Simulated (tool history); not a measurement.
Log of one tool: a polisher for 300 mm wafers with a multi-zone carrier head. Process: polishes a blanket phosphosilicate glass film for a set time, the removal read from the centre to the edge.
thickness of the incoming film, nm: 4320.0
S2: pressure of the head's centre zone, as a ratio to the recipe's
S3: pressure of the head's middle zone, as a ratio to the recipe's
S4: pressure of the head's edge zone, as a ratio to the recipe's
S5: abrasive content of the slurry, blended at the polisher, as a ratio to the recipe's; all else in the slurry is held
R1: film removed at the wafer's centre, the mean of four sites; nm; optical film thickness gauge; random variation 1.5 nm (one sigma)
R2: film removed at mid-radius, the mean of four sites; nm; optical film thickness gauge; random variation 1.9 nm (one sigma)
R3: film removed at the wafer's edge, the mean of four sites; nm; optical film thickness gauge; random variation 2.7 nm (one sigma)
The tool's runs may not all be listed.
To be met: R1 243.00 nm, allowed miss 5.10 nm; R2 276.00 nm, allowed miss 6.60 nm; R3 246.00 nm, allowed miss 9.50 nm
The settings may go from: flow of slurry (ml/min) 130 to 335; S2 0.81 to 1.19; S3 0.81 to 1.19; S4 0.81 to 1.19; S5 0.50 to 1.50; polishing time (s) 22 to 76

Run 1, day 0.000: flow of slurry (ml/min) 215, S2 1.00, S3 1.00, S4 1.00, S5 1.00, polishing time (s) 49. Result: R1 370.82 nm, R2 357.74 nm, R3 358.71 nm.
Run 2, day 0.192: flow of slurry (ml/min) 215, S2 1.00, S3 1.00, S4 1.00, S5 0.85, polishing time (s) 49. Result: R1 343.96 nm, R2 335.87 nm, R3 332.06 nm.
Run 3, day 0.233: flow of slurry (ml/min) 215, S2 1.04, S3 1.00, S4 1.00, S5 0.85, polishing time (s) 49. Result: R1 357.56 nm, R2 333.88 nm, R3 336.93 nm.
Run 4, day 0.571: flow of slurry (ml/min) 215, S2 1.04, S3 1.00, S4 1.00, S5 0.85, polishing time (s) 44. Result: R1 318.30 nm, R2 302.10 nm, R3 298.73 nm.
Run 5, day 0.662: flow of slurry (ml/min) 200, S2 0.98, S3 0.99, S4 0.95, S5 0.80, polishing time (s) 44. Result: R1 286.48 nm, R2 288.39 nm, R3 281.40 nm.
Run 6, day 0.700: flow of slurry (ml/min) 200, S2 0.98, S3 1.02, S4 0.95, S5 0.80, polishing time (s) 44. Result: R1 288.90 nm, R2 292.62 nm, R3 283.37 nm.
Run 7, day 1.075: flow of slurry (ml/min) 195, S2 0.95, S3 1.04, S4 0.90, S5 0.75, polishing time (s) 44. Result: R1 267.56 nm, R2 284.55 nm, R3 262.13 nm.
Run 8, day 1.208: flow of slurry (ml/min) 180, S2 0.93, S3 1.05, S4 0.88, S5 0.75, polishing time (s) 44. Result: R1 258.56 nm, R2 286.44 nm, R3 259.62 nm.
Run 9, day 1.550: flow of slurry (ml/min) 170, S2 0.92, S3 1.04, S4 0.86, S5 0.75, polishing time (s) 44. Result: R1 250.36 nm, R2 277.55 nm, R3 257.32 nm.

5 next moves are on the table. One of them brings every result within its allowed miss. Which?
Run A, day 1.892: flow of slurry (ml/min) 205, S2 0.91, S3 1.00, S4 0.86, S5 0.75, polishing time (s) 44. Result: R1 ?, R2 ?, R3 ?.
Run B, day 1.892: flow of slurry (ml/min) 170, S2 0.90, S3 1.13, S4 0.85, S5 0.70, polishing time (s) 45. Result: R1 ?, R2 ?, R3 ?.
Run C, day 1.892: flow of slurry (ml/min) 165, S2 0.89, S3 1.03, S4 0.81, S5 0.95, polishing time (s) 39. Result: R1 ?, R2 ?, R3 ?.
Run D, day 1.892: flow of slurry (ml/min) 245, S2 0.87, S3 1.06, S4 1.00, S5 0.80, polishing time (s) 39. Result: R1 ?, R2 ?, R3 ?.
Run E, day 1.892: flow of slurry (ml/min) 145, S2 0.87, S3 0.99, S4 0.86, S5 0.75, polishing time (s) 47. Result: R1 ?, R2 ?, R3 ?.

move      R1      R2      R3
   A  259.12  279.01  257.63
   B  243.25  290.70  245.68
   C  243.94  275.68  244.92
   D  233.91  274.18  258.47
   E  245.92  277.30  262.47
A: further off than the last run
B: brings the result that was furthest off to its target, and leaves another outside
C: meets every target
D: takes the result that was furthest off past its target
E: brings the result that was furthest off to its target, and leaves another outside
Answer: C
